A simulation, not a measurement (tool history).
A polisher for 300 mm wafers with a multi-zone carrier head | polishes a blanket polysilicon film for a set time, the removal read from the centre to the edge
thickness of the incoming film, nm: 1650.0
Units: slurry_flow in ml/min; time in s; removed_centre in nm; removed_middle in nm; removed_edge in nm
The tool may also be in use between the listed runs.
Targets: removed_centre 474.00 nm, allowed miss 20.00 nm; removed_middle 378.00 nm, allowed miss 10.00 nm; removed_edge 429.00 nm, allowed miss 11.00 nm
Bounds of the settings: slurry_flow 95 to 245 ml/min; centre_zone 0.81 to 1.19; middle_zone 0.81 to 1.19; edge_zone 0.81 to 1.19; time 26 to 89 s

run    day  slurry_flow  centre_zone  middle_zone  edge_zone  time  removed_centre  removed_middle  removed_edge
  1  0.000          155         1.00         1.00       1.00    57          276.18          274.07        278.98
  2  0.367          155         1.00         1.00       1.00    69          335.46          334.70        333.72
  3  0.671          155         1.00         1.00       1.00    59          285.29          280.92        287.68
  4  0.962          155         1.00         1.00       1.00    68          330.82          329.22        328.89
  5  1.138          135         1.00         1.00       1.00    68          316.96          315.48        323.25
  6  1.167          135         1.00         1.00       0.96    68          318.03          317.28        313.54
  7  1.438          155         1.03         0.99       1.01    69          340.70          333.50        337.38
  8  1.588          170         1.06         0.95       1.03    70          368.27          326.49        349.60
  9  1.871          180         1.08         0.95       1.06    71          384.27          338.10        359.15
 10  1.992          190         1.09         0.94       1.08    72          409.75          341.43        374.58
 11  2.038          200         1.09         0.94       1.10    73          415.36          348.53        381.04

5 next moves are on the table. One of them brings every result within its allowed miss. Which?
  A  2.083          190         1.11         0.90       1.09    78               ?               ?             ?
  B  2.083          190         1.17         1.19       0.91    68               ?               ?             ?
  C  2.083          215         1.19         0.82       1.15    76               ?               ?             ?
  D  2.083          190         0.92         1.00       1.11    79               ?               ?             ?
  E  2.083          210         1.14         0.90       1.11    81               ?               ?             ?

move  removed_centre  removed_middle  removed_edge
   A          441.70          360.42        403.69
   B          405.57          398.22        321.36
   C          469.10          331.26        410.35
   D          375.24          399.06        412.10
   E          478.51          380.00        427.95
A: nearer than the last run, and not there yet
B: further off than the last run
C: further off than the last run
D: further off than the last run
E: meets every target
The right move is E.

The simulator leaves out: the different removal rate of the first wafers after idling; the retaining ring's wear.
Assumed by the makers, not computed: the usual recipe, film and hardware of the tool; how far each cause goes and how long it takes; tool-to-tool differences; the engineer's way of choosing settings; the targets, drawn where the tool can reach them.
